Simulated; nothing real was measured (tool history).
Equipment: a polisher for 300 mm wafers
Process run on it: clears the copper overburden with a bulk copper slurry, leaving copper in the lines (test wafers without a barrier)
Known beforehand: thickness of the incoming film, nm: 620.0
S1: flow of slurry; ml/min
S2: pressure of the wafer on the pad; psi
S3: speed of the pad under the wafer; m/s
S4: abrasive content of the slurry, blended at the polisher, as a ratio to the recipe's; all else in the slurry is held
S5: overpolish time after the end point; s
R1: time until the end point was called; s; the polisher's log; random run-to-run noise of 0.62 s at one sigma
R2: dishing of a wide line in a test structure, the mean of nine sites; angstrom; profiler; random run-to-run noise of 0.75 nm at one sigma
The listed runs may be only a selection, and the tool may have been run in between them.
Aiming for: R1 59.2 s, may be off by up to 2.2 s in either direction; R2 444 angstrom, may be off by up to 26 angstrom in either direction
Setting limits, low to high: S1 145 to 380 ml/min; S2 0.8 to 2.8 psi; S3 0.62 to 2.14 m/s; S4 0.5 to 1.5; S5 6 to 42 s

run 1 hour=0 | S1=245 S2=1.8 S3=1.38 S4=1 S5=21 | R1=70.782 R2=951.23
run 2 hour=4.6 | S1=245 S2=1.4 S3=1.38 S4=1 S5=21 | R1=91.434 R2=809.84
run 3 hour=8.4 | S1=245 S2=1.4 S3=1.44 S4=1 S5=19 | R1=88.11 R2=740.07
run 4 hour=9.6 | S1=245 S2=1.4 S3=1.56 S4=1.05 S5=17 | R1=79.431 R2=734.61
run 5 hour=14.7 | S1=245 S2=1.4 S3=1.56 S4=1.05 S5=10 | R1=81.824 R2=500.78
-- hour=15.6 head pressure recalibrated
run 6 hour=15.6 | S1=240 S2=1.4 S3=1.6 S4=1.05 S5=9 | R1=83.896 R2=456.02
run 7 hour=22.5 | S1=225 S2=1.5 S3=1.64 S4=0.95 S5=9 | R1=77.096 R2=482.01
run 8 hour=26.4 | S1=210 S2=1.6 S3=1.68 S4=0.9 S5=9 | R1=73.753 R2=522.62
run 9 hour=29.6 | S1=235 S2=1.6 S3=1.72 S4=0.95 S5=9 | R1=70.632 R2=520.13
run 10 hour=34.7 | S1=260 S2=1.6 S3=1.78 S4=0.95 S5=9 | R1=65.074 R2=550.62
run 11 hour=36.5 | S1=240 S2=1.6 S3=1.84 S4=1 S5=9 | R1=64.736 R2=555.29

5 next moves are on the table. One of them brings every result within its allowed miss. Which?
run A hour=38.3 | S1=205 S2=1.7 S3=1.64 S4=0.9 S5=16 | R1=? R2=?
run B hour=38.3 | S1=265 S2=1.7 S3=1.9 S4=1 S5=6 | R1=? R2=?
run C hour=38.3 | S1=295 S2=1.6 S3=1.76 S4=0.7 S5=13 | R1=? R2=?
run D hour=38.3 | S1=220 S2=1.3 S3=2.14 S4=0.9 S5=13 | R1=? R2=?
run E hour=38.3 | S1=250 S2=1.5 S3=1.76 S4=1.05 S5=16 | R1=? R2=?

move=A R1=71.603 R2=766.52
move=B R1=59.282 R2=422.94
move=C R1=71.332 R2=661.64
move=D R1=70.933 R2=644.61
move=E R1=71.863 R2=749.41
A: lands further from the targets than the last run did
B: in spec on every target
C: lands further from the targets than the last run did
D: lands further from the targets than the last run did
E: lands further from the targets than the last run did
B meets every target.
